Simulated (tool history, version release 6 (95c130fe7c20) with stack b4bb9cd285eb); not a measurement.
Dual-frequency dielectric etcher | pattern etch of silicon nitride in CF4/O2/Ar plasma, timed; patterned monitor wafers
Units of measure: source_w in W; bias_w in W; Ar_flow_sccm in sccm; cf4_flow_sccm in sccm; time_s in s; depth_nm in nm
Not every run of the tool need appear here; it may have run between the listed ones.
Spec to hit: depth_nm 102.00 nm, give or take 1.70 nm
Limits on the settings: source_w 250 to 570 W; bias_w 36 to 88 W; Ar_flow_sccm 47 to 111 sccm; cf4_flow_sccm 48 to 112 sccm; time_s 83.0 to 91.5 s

run	hour	source_w	bias_w	Ar_flow_sccm	cf4_flow_sccm	time_s	depth_nm
1	0.0	410	62	79	80	91.5	149.83
2	7.7	410	62	79	88	91.5	152.66
3	14.0	380	60	79	88	91.5	139.52
4	22.5	360	60	79	88	91.5	131.41
5	25.1	340	60	79	88	91.5	122.84
6	25.9	330	60	79	88	91.5	119.33
7	34.7	320	60	79	88	91.5	113.91
8	37.1	310	60	79	88	91.5	110.63

Exactly one of the 4 candidate moves below puts every result within its allowed miss. Which one?
A	39.5	330	66	79	90	89.5	?
B	39.5	340	63	86	81	91.5	?
C	39.5	310	48	62	81	91.5	?
D	39.5	320	65	74	92	89.5	?

move	depth_nm
A	121.20
B	123.43
C	101.63
D	117.15
A: its largest miss is bigger than the last run's
B: its largest miss is bigger than the last run's
C: in spec on every target
D: its largest miss is bigger than the last run's
Answer: C
